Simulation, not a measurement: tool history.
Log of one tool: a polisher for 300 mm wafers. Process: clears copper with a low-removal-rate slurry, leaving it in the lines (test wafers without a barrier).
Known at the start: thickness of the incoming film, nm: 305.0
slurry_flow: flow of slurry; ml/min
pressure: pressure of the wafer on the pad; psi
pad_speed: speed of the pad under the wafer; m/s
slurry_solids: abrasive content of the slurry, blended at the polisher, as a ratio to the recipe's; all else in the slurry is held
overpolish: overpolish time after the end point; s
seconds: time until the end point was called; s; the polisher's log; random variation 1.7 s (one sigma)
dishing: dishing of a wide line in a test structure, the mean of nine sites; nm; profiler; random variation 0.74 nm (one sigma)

run	hour	slurry_flow	pressure	pad_speed	slurry_solids	overpolish	seconds	dishing
1	0.0	145	2.5	0.84	1.0	21	132.04	34.755
2	3.7	140	2.4	0.84	1.0	22	137.02	33.232
3	7.1	135	2.3	0.84	1.0	23	147.76	31.817
4	15.5	135	2.6	0.84	1.0	23	126.92	38.553
5	20.7	135	3.1	0.84	1.0	23	106.75	44.036
6	24.3	130	2.9	0.84	1.0	24	116.75	42.153
7	25.9	125	2.8	0.84	1.0	25	121.35	40.986
8	31.6	120	2.7	0.84	1.0	26	128.06	41.033

Run 9 comes next. What will it give?
# hour 32.3: slurry nozzle cleaned
9	32.3	115	2.6	0.84	1.0	27	?	?

seconds: 122.45 s
dishing: 45.161 nm
